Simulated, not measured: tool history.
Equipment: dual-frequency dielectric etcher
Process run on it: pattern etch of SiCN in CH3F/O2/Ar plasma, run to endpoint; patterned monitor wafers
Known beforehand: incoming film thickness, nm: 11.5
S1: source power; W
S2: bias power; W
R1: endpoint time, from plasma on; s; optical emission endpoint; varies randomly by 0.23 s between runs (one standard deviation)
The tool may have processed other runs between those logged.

{"run": 1, "day": 0.0, "S1": 280, "S2": 60, "R1": 36.121}
{"run": 2, "day": 0.192, "S1": 300, "S2": 63, "R1": 34.015}
{"run": 3, "day": 0.562, "S1": 350, "S2": 63, "R1": 32.007}
{"run": 4, "day": 0.6, "S1": 360, "S2": 64, "R1": 31.102}
{"run": 5, "day": 0.933, "S1": 370, "S2": 64, "R1": 31.052}
{"run": 6, "day": 1.042, "S1": 370, "S2": 60, "R1": 31.874}
{"run": 7, "day": 1.175, "S1": 380, "S2": 61, "R1": 31.185}

Run 8 has not been measured yet. What should we expect?
{"run": 8, "day": 1.238, "S1": 380, "S2": 61, "R1": "?"}

R1: 31.111 s
